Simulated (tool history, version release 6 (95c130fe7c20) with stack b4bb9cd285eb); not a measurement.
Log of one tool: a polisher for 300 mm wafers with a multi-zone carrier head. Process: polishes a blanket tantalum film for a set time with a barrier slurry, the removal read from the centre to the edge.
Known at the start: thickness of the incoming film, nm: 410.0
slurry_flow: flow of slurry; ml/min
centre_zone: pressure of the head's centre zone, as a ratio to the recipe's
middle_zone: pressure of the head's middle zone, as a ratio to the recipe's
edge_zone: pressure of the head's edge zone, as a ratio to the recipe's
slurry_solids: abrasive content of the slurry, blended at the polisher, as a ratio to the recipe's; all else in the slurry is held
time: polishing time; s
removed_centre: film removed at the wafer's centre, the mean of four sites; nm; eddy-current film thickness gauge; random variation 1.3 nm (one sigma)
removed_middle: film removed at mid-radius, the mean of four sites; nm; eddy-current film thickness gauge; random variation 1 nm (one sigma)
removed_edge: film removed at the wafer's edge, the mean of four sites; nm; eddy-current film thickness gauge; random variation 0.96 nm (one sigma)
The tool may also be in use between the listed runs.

Run 1, hour 0: slurry_flow 210 ml/min, centre_zone 1, middle_zone 1, edge_zone 1, slurry_solids 1, time 61 s. Result: removed_centre 119.24 nm, removed_middle 114.08 nm, removed_edge 118.62 nm.
Run 2, hour 4.3: slurry_flow 230 ml/min, centre_zone 0.98, middle_zone 1.05, edge_zone 1.02, slurry_solids 1.05, time 61 s. Result: removed_centre 117.04 nm, removed_middle 122.56 nm, removed_edge 122.64 nm.
Run 3, hour 6.4: slurry_flow 230 ml/min, centre_zone 0.98, middle_zone 1.05, edge_zone 1.06, slurry_solids 1.05, time 61 s. Result: removed_centre 117.24 nm, removed_middle 122.82 nm, removed_edge 123.48 nm.
Run 4, hour 10.8: slurry_flow 245 ml/min, centre_zone 0.98, middle_zone 1.08, edge_zone 1.07, slurry_solids 1.1, time 61 s. Result: removed_centre 123.13 nm, removed_middle 128.85 nm, removed_edge 129.14 nm.
Run 5, hour 14.2: slurry_flow 245 ml/min, centre_zone 0.98, middle_zone 1.08, edge_zone 1.07, slurry_solids 1.25, time 61 s. Result: removed_centre 126.34 nm, removed_middle 132.1 nm, removed_edge 131.55 nm.
Run 6, hour 16.3: slurry_flow 270 ml/min, centre_zone 0.98, middle_zone 1.08, edge_zone 1.07, slurry_solids 1.25, time 61 s. Result: removed_centre 129.07 nm, removed_middle 134.98 nm, removed_edge 132.88 nm.

Forecast run 7:
Run 7, hour 17.7: slurry_flow 280 ml/min, centre_zone 0.96, middle_zone 1.11, edge_zone 1.07, slurry_solids 1.25, time 61 s. Result: removed_centre ?, removed_middle ?, removed_edge ?.

{"run 7": {"removed_centre": 127.14, "removed_middle": 139.56, "removed_edge": 133.77}}
